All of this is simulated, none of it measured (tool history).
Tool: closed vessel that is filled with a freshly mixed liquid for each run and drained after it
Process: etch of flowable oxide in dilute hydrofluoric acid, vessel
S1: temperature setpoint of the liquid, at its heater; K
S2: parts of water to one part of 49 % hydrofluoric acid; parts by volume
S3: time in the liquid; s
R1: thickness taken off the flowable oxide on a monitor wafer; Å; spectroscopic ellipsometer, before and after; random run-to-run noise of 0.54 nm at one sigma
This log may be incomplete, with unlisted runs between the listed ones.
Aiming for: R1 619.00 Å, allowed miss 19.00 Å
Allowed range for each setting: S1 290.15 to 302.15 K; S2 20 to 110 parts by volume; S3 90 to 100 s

run,hour,S1,S2,S3,R1
1,0.0,294.15,60,90,907.87
2,8.2,294.15,80,90,659.92
3,14.3,297.15,80,90,746.47
4,20.0,295.65,80,90,703.24
5,21.6,295.65,80,90,705.19
6,23.9,294.65,80,90,669.91
7,27.7,294.15,80,90,659.27
8,35.9,293.65,80,90,638.08

5 next moves are on the table. One of them brings every result within its allowed miss. Which?
A,44.1,291.15,75,95,?
B,44.1,293.65,80,95,?
C,44.1,291.65,75,95,?
D,44.1,292.65,85,95,?
E,44.1,294.15,80,90,?

move,R1
A,657.34
B,680.52
C,671.42
D,610.91
E,658.17
A: further off than the last run
B: further off than the last run
C: further off than the last run
D: all results land within tolerance of their targets
E: further off than the last run
The right move is D.
